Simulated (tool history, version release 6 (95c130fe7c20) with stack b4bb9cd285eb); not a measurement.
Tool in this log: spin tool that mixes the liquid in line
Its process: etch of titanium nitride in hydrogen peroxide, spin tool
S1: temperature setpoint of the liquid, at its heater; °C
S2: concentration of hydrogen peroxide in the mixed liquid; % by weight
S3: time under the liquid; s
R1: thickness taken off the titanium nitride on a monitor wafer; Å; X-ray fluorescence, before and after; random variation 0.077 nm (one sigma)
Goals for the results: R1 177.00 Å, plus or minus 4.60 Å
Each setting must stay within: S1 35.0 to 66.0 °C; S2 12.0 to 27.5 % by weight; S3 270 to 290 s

run 1 hour=0.0 | S1=51.0 S2=18.5 S3=270 | R1=296.90
run 2 hour=6.9 | S1=51.0 S2=20.0 S3=270 | R1=301.11
run 3 hour=9.7 | S1=51.0 S2=23.0 S3=270 | R1=310.42
run 4 hour=18.5 | S1=50.0 S2=23.0 S3=270 | R1=291.53
run 5 hour=24.2 | S1=49.0 S2=23.0 S3=270 | R1=266.43
run 6 hour=29.9 | S1=49.0 S2=23.0 S3=290 | R1=287.16
run 7 hour=31.0 | S1=48.0 S2=23.0 S3=290 | R1=269.88
run 8 hour=37.4 | S1=47.0 S2=23.0 S3=290 | R1=251.42
run 9 hour=38.2 | S1=47.0 S2=23.0 S3=290 | R1=249.88
run 10 hour=46.5 | S1=47.0 S2=23.0 S3=290 | R1=248.67
run 11 hour=52.2 | S1=46.5 S2=23.0 S3=290 | R1=239.35
-- hour=55.6 thermometer replaced
run 12 hour=55.6 | S1=46.0 S2=23.0 S3=290 | R1=194.99
run 13 hour=64.1 | S1=45.5 S2=23.0 S3=290 | R1=189.94

Exercise: of the 4 proposed moves below, exactly one satisfies all targets within the stated allowed misses. Which move is it?
run A hour=72.6 | S1=45.0 S2=19.5 S3=290 | R1=?
run B hour=72.6 | S1=46.0 S2=23.5 S3=275 | R1=?
run C hour=72.6 | S1=47.0 S2=18.0 S3=270 | R1=?
run D hour=72.6 | S1=47.5 S2=20.5 S3=270 | R1=?

move=A R1=174.08
move=B R1=185.10
move=C R1=184.77
move=D R1=197.09
A: hits every target within its allowed miss
B: nearer than the last run, and not there yet
C: nearer than the last run, and not there yet
D: misses by more than the last run did
A is the move that brings every result within its allowed miss.
